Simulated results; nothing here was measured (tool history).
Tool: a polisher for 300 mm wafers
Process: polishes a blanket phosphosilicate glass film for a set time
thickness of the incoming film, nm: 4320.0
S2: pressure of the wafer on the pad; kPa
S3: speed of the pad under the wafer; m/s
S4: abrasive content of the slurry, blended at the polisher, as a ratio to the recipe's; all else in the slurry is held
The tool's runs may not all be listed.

{"run": 1, "day": 0.0, "flow of slurry (ml/min)": 195, "S2": 25.5, "S3": 0.78, "S4": 1.0, "polishing time (s)": 23, "film removed (nm)": 155.41}
{"run": 2, "day": 0.238, "flow of slurry (ml/min)": 195, "S2": 28.3, "S3": 0.78, "S4": 1.0, "polishing time (s)": 23, "film removed (nm)": 170.53}
{"run": 3, "day": 0.308, "flow of slurry (ml/min)": 195, "S2": 31.0, "S3": 0.78, "S4": 1.0, "polishing time (s)": 23, "film removed (nm)": 185.34}
{"run": 4, "day": 0.362, "flow of slurry (ml/min)": 195, "S2": 33.1, "S3": 0.8, "S4": 1.0, "polishing time (s)": 23, "film removed (nm)": 204.13}
{"run": 5, "day": 0.696, "flow of slurry (ml/min)": 195, "S2": 34.5, "S3": 0.8, "S4": 1.0, "polishing time (s)": 23, "film removed (nm)": 208.5}
{"run": 6, "day": 0.746, "flow of slurry (ml/min)": 195, "S2": 35.9, "S3": 0.82, "S4": 1.0, "polishing time (s)": 23, "film removed (nm)": 216.35}
{"run": 7, "day": 0.879, "flow of slurry (ml/min)": 195, "S2": 36.5, "S3": 0.84, "S4": 1.0, "polishing time (s)": 23, "film removed (nm)": 219.53}
{"run": 8, "day": 1.092, "flow of slurry (ml/min)": 195, "S2": 37.2, "S3": 0.88, "S4": 1.0, "polishing time (s)": 23, "film removed (nm)": 232.79}
{"run": 9, "day": 1.296, "flow of slurry (ml/min)": 195, "S2": 37.9, "S3": 0.9, "S4": 1.0, "polishing time (s)": 23, "film removed (nm)": 240.07}
{"run": 10, "day": 1.425, "flow of slurry (ml/min)": 195, "S2": 38.6, "S3": 0.92, "S4": 1.0, "polishing time (s)": 23, "film removed (nm)": 246.24}

The next listed run, before its measurement:
{"run": 11, "day": 1.458, "flow of slurry (ml/min)": 195, "S2": 38.6, "S3": 0.94, "S4": 1.0, "polishing time (s)": 23, "film removed (nm)": "?"}

film removed (nm): 250.60

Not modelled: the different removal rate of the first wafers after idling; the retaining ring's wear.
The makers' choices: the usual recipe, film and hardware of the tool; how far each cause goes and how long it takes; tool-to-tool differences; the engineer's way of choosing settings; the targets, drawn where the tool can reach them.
